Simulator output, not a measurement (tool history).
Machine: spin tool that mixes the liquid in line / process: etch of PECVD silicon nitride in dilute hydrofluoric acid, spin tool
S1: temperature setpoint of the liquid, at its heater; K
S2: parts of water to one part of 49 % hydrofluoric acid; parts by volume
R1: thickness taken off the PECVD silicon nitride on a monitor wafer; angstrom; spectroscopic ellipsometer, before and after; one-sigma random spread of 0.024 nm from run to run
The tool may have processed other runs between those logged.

run 1 hour=0.0 | S1=293.15 S2=135 time_under_the_liquid_(s)=265 | R1=27.283
run 2 hour=5.0 | S1=292.15 S2=150 time_under_the_liquid_(s)=265 | R1=23.066
run 3 hour=8.3 | S1=291.65 S2=160 time_under_the_liquid_(s)=265 | R1=21.006
run 4 hour=9.2 | S1=290.15 S2=160 time_under_the_liquid_(s)=265 | R1=19.081
run 5 hour=16.9 | S1=290.15 S2=120 time_under_the_liquid_(s)=265 | R1=24.492
run 6 hour=19.7 | S1=290.15 S2=140 time_under_the_liquid_(s)=265 | R1=21.966
run 7 hour=26.9 | S1=290.15 S2=155 time_under_the_liquid_(s)=265 | R1=19.749
run 8 hour=29.2 | S1=290.15 S2=165 time_under_the_liquid_(s)=265 | R1=18.720
run 9 hour=38.2 | S1=290.15 S2=175 time_under_the_liquid_(s)=265 | R1=17.724

Run 10 is up next; what results do you expect?
run 10 hour=41.5 | S1=290.15 S2=185 time_under_the_liquid_(s)=265 | R1=?

{"run 10": {"R1": 16.678}}

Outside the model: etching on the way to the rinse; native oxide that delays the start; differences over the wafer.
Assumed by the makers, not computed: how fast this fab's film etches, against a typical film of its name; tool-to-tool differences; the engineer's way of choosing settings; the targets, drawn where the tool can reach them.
